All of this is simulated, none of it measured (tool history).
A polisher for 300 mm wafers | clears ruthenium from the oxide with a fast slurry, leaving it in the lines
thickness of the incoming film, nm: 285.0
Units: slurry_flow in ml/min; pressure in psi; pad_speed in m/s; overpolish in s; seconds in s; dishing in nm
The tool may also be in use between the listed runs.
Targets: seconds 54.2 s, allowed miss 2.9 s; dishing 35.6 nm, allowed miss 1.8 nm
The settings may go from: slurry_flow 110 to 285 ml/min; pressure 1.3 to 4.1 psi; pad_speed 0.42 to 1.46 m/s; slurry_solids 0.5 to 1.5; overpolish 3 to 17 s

run 1 hour=0 | slurry_flow=180 pressure=2.7 pad_speed=0.94 slurry_solids=1 overpolish=9 | seconds=71.046 dishing=26.017
run 2 hour=4.2 | slurry_flow=160 pressure=2.7 pad_speed=0.94 slurry_solids=1 overpolish=9 | seconds=69.891 dishing=26.008
run 3 hour=11.4 | slurry_flow=160 pressure=2.8 pad_speed=0.94 slurry_solids=1 overpolish=9 | seconds=68.214 dishing=26.805
run 4 hour=15.7 | slurry_flow=160 pressure=2.9 pad_speed=0.94 slurry_solids=1 overpolish=9 | seconds=68.421 dishing=27.378
run 5 hour=22 | slurry_flow=160 pressure=3.1 pad_speed=0.94 slurry_solids=1 overpolish=9 | seconds=62.385 dishing=28.337
run 6 hour=29.5 | slurry_flow=160 pressure=3.2 pad_speed=0.94 slurry_solids=1 overpolish=9 | seconds=60.441 dishing=29.623
run 7 hour=36.6 | slurry_flow=160 pressure=3.3 pad_speed=0.94 slurry_solids=1 overpolish=9 | seconds=58.852 dishing=29.674
run 8 hour=38.1 | slurry_flow=160 pressure=3.4 pad_speed=0.94 slurry_solids=1 overpolish=10 | seconds=58.097 dishing=31.876

Which of these 5 next moves meets every target?
run A hour=39.6 | slurry_flow=145 pressure=3.4 pad_speed=0.98 slurry_solids=0.8 overpolish=10 | seconds=? dishing=?
run B hour=39.6 | slurry_flow=180 pressure=3.6 pad_speed=0.82 slurry_solids=0.95 overpolish=10 | seconds=? dishing=?
run C hour=39.6 | slurry_flow=130 pressure=3.5 pad_speed=0.98 slurry_solids=1 overpolish=9 | seconds=? dishing=?
run D hour=39.6 | slurry_flow=110 pressure=3.6 pad_speed=1.02 slurry_solids=1 overpolish=11 | seconds=? dishing=?
run E hour=39.6 | slurry_flow=175 pressure=3.6 pad_speed=0.76 slurry_solids=1 overpolish=11 | seconds=? dishing=?

move=A seconds=61.55 dishing=29.683
move=B seconds=60.354 dishing=30.083
move=C seconds=54.978 dishing=29.837
move=D seconds=53.533 dishing=34.581
move=E seconds=63.138 dishing=31.115
A: further off than the last run
B: further off than the last run
C: further off than the last run
D: meets every target
E: further off than the last run
Move D is the one to make.
